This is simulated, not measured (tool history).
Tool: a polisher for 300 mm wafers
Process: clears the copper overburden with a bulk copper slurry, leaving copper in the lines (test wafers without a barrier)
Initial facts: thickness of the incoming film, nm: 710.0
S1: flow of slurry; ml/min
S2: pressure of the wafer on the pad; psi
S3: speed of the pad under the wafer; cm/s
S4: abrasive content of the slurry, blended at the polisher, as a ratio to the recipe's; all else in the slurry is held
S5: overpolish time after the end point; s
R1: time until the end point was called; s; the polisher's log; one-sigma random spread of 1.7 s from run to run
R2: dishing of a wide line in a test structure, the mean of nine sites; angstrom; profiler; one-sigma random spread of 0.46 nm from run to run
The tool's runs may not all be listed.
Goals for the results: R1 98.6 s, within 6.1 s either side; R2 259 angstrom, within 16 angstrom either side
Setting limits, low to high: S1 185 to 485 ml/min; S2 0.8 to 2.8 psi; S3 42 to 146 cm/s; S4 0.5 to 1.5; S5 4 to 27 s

Run 1, hour 0: S1 310 ml/min, S2 1.8 psi, S3 94 cm/s, S4 1, S5 14 s. Result: R1 120.55 s, R2 356.67 angstrom.
Run 2, hour 0.7: S1 310 ml/min, S2 1.8 psi, S3 104 cm/s, S4 1, S5 14 s. Result: R1 115.14 s, R2 372.15 angstrom.
Run 3, hour 6.7: S1 335 ml/min, S2 1.9 psi, S3 98 cm/s, S4 1.1, S5 12 s. Result: R1 109.17 s, R2 338.87 angstrom.
Run 4, hour 9.7: S1 340 ml/min, S2 1.9 psi, S3 98 cm/s, S4 1.1, S5 11 s. Result: R1 114.17 s, R2 331.9 angstrom.
Run 5, hour 14.4: S1 360 ml/min, S2 2 psi, S3 96 cm/s, S4 1.2, S5 10 s. Result: R1 103.8 s, R2 334.5 angstrom.
Run 6, hour 17.9: S1 360 ml/min, S2 2.2 psi, S3 96 cm/s, S4 1.2, S5 10 s. Result: R1 92.481 s, R2 356.11 angstrom.
Run 7, hour 22.3: S1 380 ml/min, S2 2.1 psi, S3 98 cm/s, S4 1.25, S5 9 s. Result: R1 94.018 s, R2 328.2 angstrom.
Run 8, hour 24.4: S1 390 ml/min, S2 2.1 psi, S3 98 cm/s, S4 1.25, S5 8 s. Result: R1 94.739 s, R2 294.63 angstrom.
Run 9, hour 33.5: S1 400 ml/min, S2 2.1 psi, S3 98 cm/s, S4 1.25, S5 8 s. Result: R1 96.166 s, R2 304.33 angstrom.
Run 10, hour 38: S1 405 ml/min, S2 2.1 psi, S3 98 cm/s, S4 1.25, S5 7 s. Result: R1 95.132 s, R2 290.08 angstrom.
Run 11, hour 46.5: S1 410 ml/min, S2 2.1 psi, S3 98 cm/s, S4 1.25, S5 7 s. Result: R1 98.421 s, R2 288.34 angstrom.
Run 12, hour 52.6: S1 415 ml/min, S2 2.1 psi, S3 98 cm/s, S4 1.25, S5 7 s. Result: R1 95.759 s, R2 287.69 angstrom.
Run 13, hour 53.3: S1 420 ml/min, S2 2.1 psi, S3 98 cm/s, S4 1.25, S5 7 s. Result: R1 96.809 s, R2 287.45 angstrom.
Run 14, hour 56.2: S1 420 ml/min, S2 2.1 psi, S3 98 cm/s, S4 1.25, S5 7 s. Result: R1 96.47 s, R2 284.71 angstrom.

Which single option among these 4 for the next run brings every result within its allowed miss of target? Just one does.
Run A, hour 59.1: S1 425 ml/min, S2 2 psi, S3 102 cm/s, S4 1.3, S5 6 s. Result: R1 ?, R2 ?.
Run B, hour 59.1: S1 485 ml/min, S2 2.1 psi, S3 112 cm/s, S4 1.2, S5 8 s. Result: R1 ?, R2 ?.
Run C, hour 59.1: S1 455 ml/min, S2 1.8 psi, S3 98 cm/s, S4 1.25, S5 6 s. Result: R1 ?, R2 ?.
Run D, hour 59.1: S1 480 ml/min, S2 1.8 psi, S3 90 cm/s, S4 1.3, S5 7 s. Result: R1 ?, R2 ?.

move      R1      R2
   A  96.382  258.32
   B  87.539   323.8
   C  109.94  235.17
   D  114.29  253.61
A: in spec on every target
B: the biggest miss grows against the last run
C: the result that was furthest off in the last run now lies on the other side of its target
D: the worst result of the last run now meets its target, but another is out of spec
The move that meets every target is A.
